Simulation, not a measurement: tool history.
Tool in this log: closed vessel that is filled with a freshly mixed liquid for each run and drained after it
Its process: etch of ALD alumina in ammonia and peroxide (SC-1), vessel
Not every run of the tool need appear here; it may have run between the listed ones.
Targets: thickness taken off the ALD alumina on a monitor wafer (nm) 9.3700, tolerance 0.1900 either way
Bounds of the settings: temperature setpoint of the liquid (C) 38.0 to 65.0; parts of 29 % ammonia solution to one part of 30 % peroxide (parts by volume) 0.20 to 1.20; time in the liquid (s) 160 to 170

run,hour,temperature setpoint of the liquid (C),parts of 29 % ammonia solution to one part of 30 % peroxide (parts by volume),time in the liquid (s),thickness taken off the ALD alumina on a monitor wafer (nm)
1,0.0,49.0,0.90,160,5.6601
2,7.6,52.5,0.90,160,6.8441
3,15.9,53.5,0.90,160,7.2500
4,21.4,53.5,0.90,160,7.2357
5,30.0,54.0,0.90,160,7.3977
6,31.6,54.0,1.10,160,7.5610
7,36.8,54.5,1.10,160,7.8205
8,43.8,54.5,1.10,160,7.7793
9,52.8,55.0,1.10,160,7.9882
10,59.6,55.5,1.10,160,8.2439
11,68.6,56.0,1.10,160,8.3769
12,74.2,58.5,1.10,160,9.6163

Consider the 4 candidate settings below. Which is the only one whose results all fall within their allowed miss of target?
A,79.8,56.5,1.20,165,?
B,79.8,58.0,0.85,170,?
C,79.8,55.5,1.20,170,?
D,79.8,58.0,1.20,160,?

move,thickness taken off the ALD alumina on a monitor wafer (nm)
A,9.0054
B,9.7124
C,8.8017
D,9.4449
A: carries the result that was furthest off beyond its target, to the other side
B: lands further from the targets than the last run did
C: carries the result that was furthest off beyond its target, to the other side
D: every result lands within tolerance
Answer: D

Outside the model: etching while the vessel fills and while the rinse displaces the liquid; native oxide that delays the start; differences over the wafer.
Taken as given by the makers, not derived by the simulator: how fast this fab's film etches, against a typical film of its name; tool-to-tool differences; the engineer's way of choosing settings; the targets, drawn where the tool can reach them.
